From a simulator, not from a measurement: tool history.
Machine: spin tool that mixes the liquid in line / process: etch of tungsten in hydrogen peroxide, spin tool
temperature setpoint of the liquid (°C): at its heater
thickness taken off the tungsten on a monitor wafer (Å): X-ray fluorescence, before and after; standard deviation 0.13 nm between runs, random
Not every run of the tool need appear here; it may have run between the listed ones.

run  hour  temperature setpoint of the liquid (°C)  concentration of hydrogen peroxide in the mixed liquid (% by weight)  time under the liquid (s)  thickness taken off the tungsten on a monitor wafer (Å)
  1     0                                       48                                                                    22                         15                                                   393.14
  2   8.3                                     54.5                                                                    22                         15                                                   583.51
  3  13.1                                       48                                                                    22                         15                                                   390.71
  4  16.3                                       48                                                                    22                         15                                                   398.91
  5  23.7                                       43                                                                  21.5                         15                                                   285.98
  6  29.5                                       48                                                                  21.5                         15                                                    387.9
  7  36.7                                     43.5                                                                  21.5                         15                                                   291.28
  8  39.4                                     35.5                                                                    21                         15                                                   172.04
  9  43.7                                     35.5                                                                    21                         15                                                   169.65
 10  47.5                                       35                                                                    21                         15                                                   167.18
 11  51.7                                     34.5                                                                    21                         15                                                   161.71

The next listed run, before its measurement:
 12  53.5                                       34                                                                    21                         15                                                        ?

For run 12 the tool returned thickness taken off the tungsten on a monitor wafer (Å) 156.69.

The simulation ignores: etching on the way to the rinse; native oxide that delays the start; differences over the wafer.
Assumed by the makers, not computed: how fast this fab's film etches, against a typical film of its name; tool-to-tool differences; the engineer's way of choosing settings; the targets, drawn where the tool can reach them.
